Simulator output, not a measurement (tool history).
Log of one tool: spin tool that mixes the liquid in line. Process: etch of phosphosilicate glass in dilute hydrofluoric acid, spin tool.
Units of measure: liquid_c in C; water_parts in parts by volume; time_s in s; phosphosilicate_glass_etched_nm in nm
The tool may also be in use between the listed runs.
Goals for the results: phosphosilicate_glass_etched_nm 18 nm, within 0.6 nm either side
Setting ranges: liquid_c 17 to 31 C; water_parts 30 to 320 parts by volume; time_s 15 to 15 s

run,day,liquid_c,water_parts,time_s,phosphosilicate_glass_etched_nm
1,0,23,175,15,7.2835
2,0.296,24.5,155,15,8.9722
3,0.617,26,140,15,10.72
4,0.971,24.5,140,15,10.077
5,1.204,26,130,15,11.86
6,1.388,23.5,130,15,10.55
7,1.692,25,125,15,11.914
8,2.021,26,120,15,12.836
9,2.396,27,115,15,14.058
10,2.512,28,115,15,14.321
11,2.608,28.5,110,15,15.497
12,2.829,29,110,15,15.908
13,2.988,29.5,110,15,16.259
14,3.183,30,110,15,16.619
15,3.488,31,100,15,19.029
16,3.546,30.5,100,15,19.231

5 next moves are on the table. One of them brings every result within its allowed miss. Which?
A,3.604,28,85,15,?
B,3.604,29,85,15,?
C,3.604,29,100,15,?
D,3.604,31,95,15,?
E,3.604,31,90,15,?

move,phosphosilicate_glass_etched_nm
A,20.712
B,21.525
C,17.917
D,20.477
E,21.773
A: lands further from the targets than the last run did
B: lands further from the targets than the last run did
C: all results land within tolerance of their targets
D: lands further from the targets than the last run did
E: lands further from the targets than the last run did
Answer: C

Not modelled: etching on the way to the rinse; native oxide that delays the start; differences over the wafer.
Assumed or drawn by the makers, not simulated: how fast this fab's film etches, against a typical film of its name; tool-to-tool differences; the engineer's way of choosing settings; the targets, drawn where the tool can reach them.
